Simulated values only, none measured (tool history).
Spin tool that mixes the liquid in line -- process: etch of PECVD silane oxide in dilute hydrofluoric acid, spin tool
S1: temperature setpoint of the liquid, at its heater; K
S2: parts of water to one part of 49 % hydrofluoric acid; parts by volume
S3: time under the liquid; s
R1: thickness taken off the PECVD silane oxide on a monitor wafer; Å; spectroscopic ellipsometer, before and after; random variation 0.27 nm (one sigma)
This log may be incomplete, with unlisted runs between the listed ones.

run,hour,S1,S2,S3,R1
1,0,297.15,100,165,567.65
2,5.3,294.15,100,165,506.41
3,11.8,294.15,100,180,538.51
4,16.2,294.15,100,165,499.08
5,22.2,293.15,100,165,479.52
6,25.6,294.65,100,165,519.2
7,28.9,294.15,105,165,474.23

Estimate the outcome of run 8 from the log above:
8,37.6,293.65,110,165,?

{"run 8": {"R1": 447.55}}

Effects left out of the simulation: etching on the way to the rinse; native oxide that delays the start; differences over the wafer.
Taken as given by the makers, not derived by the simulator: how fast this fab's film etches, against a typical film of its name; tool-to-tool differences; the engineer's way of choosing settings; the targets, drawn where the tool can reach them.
